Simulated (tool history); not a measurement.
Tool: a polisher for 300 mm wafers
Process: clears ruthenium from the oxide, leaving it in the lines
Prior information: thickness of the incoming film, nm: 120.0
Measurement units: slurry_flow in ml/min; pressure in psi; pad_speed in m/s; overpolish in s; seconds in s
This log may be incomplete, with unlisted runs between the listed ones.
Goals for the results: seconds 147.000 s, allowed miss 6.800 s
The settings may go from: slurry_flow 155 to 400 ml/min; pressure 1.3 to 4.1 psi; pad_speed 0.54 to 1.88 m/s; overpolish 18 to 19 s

| run | hour | slurry_flow | pressure | pad_speed | overpolish | seconds |
|---|---|---|---|---|---|---|
| 1 | 0.0 | 255 | 2.7 | 1.20 | 18 | 63.776 |
| 2 | 7.9 | 255 | 2.7 | 1.20 | 18 | 64.566 |
| 3 | 9.5 | 280 | 2.7 | 1.20 | 18 | 61.975 |
| 4 | 16.5 | 280 | 2.7 | 1.30 | 18 | 58.953 |
| 5 | 23.8 | 275 | 2.5 | 1.22 | 18 | 66.670 |
| 6 | 32.7 | 270 | 2.3 | 1.16 | 18 | 76.748 |
| 7 | 36.9 | 265 | 2.2 | 1.12 | 18 | 84.985 |
| 8 | 43.6 | 260 | 2.1 | 1.10 | 18 | 88.457 |

4 next moves are on the table. One of them brings every result within its allowed miss. Which?
| A | 50.3 | 275 | 3.1 | 1.66 | 19 | ? |
| B | 50.3 | 235 | 2.3 | 1.22 | 18 | ? |
| C | 50.3 | 380 | 2.0 | 0.66 | 19 | ? |
| D | 50.3 | 310 | 2.6 | 1.36 | 19 | ? |

| move | seconds |
|---|---|
| A | 40.511 |
| B | 74.278 |
| C | 146.630 |
| D | 57.732 |
A: misses by more than the last run did
B: misses by more than the last run did
C: every result within its allowed miss
D: misses by more than the last run did
The right move is C.
